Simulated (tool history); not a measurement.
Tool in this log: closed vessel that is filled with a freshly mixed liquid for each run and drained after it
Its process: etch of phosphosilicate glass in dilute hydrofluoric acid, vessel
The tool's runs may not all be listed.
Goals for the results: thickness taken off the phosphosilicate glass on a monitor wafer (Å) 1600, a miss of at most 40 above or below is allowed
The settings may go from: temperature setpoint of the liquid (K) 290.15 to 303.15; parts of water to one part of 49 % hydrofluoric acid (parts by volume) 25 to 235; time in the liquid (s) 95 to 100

| run | hour | temperature setpoint of the liquid (K) | parts of water to one part of 49 % hydrofluoric acid (parts by volume) | time in the liquid (s) | thickness taken off the phosphosilicate glass on a monitor wafer (Å) |
|---|---|---|---|---|---|
| 1 | 0 | 295.15 | 130 | 95 | 910.65 |
| 2 | 4.2 | 295.15 | 130 | 100 | 952.27 |
| 3 | 11.8 | 297.65 | 120 | 100 | 1153.1 |
| 4 | 16 | 297.65 | 100 | 100 | 1417.8 |
| 5 | 23.3 | 294.15 | 100 | 100 | 1225.6 |
| 6 | 25.7 | 294.15 | 120 | 100 | 1003.1 |
| 7 | 31.5 | 297.15 | 115 | 100 | 1197.4 |
| 8 | 37.2 | 299.15 | 110 | 100 | 1363.9 |
| 9 | 43 | 300.65 | 110 | 100 | 1413.9 |
| 10 | 45.6 | 301.65 | 110 | 100 | 1482.5 |
| 11 | 54 | 302.15 | 110 | 100 | 1518.2 |
|  | 61.2 | hydrofluoric acid flow meter replaced |
| 12 | 61.2 | 302.65 | 110 | 100 | 1406.3 |
| 13 | 63.5 | 302.65 | 105 | 100 | 1490.5 |

Pick the move, out of 5, that brings all results within their allowed miss; only one does.
| A | 65.8 | 300.65 | 105 | 100 | ? |
| B | 65.8 | 301.15 | 90 | 100 | ? |
| C | 65.8 | 301.65 | 105 | 100 | ? |
| D | 65.8 | 303.15 | 100 | 100 | ? |
| E | 65.8 | 302.65 | 105 | 95 | ? |

| move | thickness taken off the phosphosilicate glass on a monitor wafer (Å) |
|---|---|
| A | 1380.5 |
| B | 1675.3 |
| C | 1434 |
| D | 1604.3 |
| E | 1414.6 |
A: the biggest miss grows against the last run
B: carries the result that was furthest off beyond its target, to the other side
C: the biggest miss grows against the last run
D: every result within its allowed miss
E: the biggest miss grows against the last run
Go with D: it meets all targets.
